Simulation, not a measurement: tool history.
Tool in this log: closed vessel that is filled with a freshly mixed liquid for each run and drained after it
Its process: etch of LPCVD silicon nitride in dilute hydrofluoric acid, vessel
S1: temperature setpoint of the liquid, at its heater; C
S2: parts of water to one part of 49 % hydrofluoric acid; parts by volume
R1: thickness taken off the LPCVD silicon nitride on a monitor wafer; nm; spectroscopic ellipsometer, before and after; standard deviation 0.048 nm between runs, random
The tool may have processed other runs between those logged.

{"run": 1, "hour": 0.0, "S1": 23, "S2": 50, "time in the liquid (s)": 1760, "R1": 17.117}
{"run": 2, "hour": 4.0, "S1": 23, "S2": 50, "time in the liquid (s)": 1885, "R1": 18.217}
{"run": 3, "hour": 8.4, "S1": 23, "S2": 50, "time in the liquid (s)": 1885, "R1": 18.332}
{"run": 4, "hour": 10.6, "S1": 21.5, "S2": 50, "time in the liquid (s)": 1885, "R1": 16.577}
{"run": 5, "hour": 15.8, "S1": 21.5, "S2": 65, "time in the liquid (s)": 1885, "R1": 12.696}
{"run": 6, "hour": 19.0, "S1": 21, "S2": 65, "time in the liquid (s)": 1885, "R1": 12.289}

Estimate the outcome of run 7 from the log above:
{"run": 7, "hour": 23.8, "S1": 20.5, "S2": 65, "time in the liquid (s)": 1885, "R1": "?"}

Run 7 produced R1 11.856 nm.

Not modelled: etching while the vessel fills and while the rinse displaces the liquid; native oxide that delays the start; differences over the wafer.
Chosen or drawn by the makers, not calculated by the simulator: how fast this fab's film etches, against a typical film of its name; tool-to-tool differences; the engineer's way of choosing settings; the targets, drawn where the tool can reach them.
